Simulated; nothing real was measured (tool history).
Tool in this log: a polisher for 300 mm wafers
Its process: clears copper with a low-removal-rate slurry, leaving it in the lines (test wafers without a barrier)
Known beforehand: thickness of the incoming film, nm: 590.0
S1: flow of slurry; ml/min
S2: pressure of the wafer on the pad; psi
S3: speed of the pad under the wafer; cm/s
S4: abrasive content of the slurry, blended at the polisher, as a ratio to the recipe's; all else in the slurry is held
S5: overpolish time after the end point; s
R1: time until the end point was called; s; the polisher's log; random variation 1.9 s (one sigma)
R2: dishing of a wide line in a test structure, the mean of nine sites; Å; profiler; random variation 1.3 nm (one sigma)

run,hour,S1,S2,S3,S4,S5,R1,R2
1,0,145,4,92,1,26,158.13,598.18
2,5.3,145,4,112,1,26,134.28,658.91
3,9,145,4,130,1,26,118.83,721.14
4,15.8,145,4.7,130,1,26,101.1,828.68
5,21.7,135,3.7,124,1,31,134.21,731.42
6,29.1,135,3.7,124,1,21,132.62,563.86
7,36.7,130,3,120,1,29,165.86,604.33
8,43.9,130,3,120,1,29,165.5,592.76
9,52.9,125,2.6,120,1,34,187.25,616.38
10,57.6,125,2.6,120,1,34,182.02,611.13
11,64.9,120,2.3,120,1,38,206.19,625.49
12,71.6,115,2.2,120,1,40,217.13,625.32

For run 13, what comes out?
13,80.2,115,2.2,120,1,41,?,?

{"run 13": {"R1": 215.28, "R2": 622.31}}
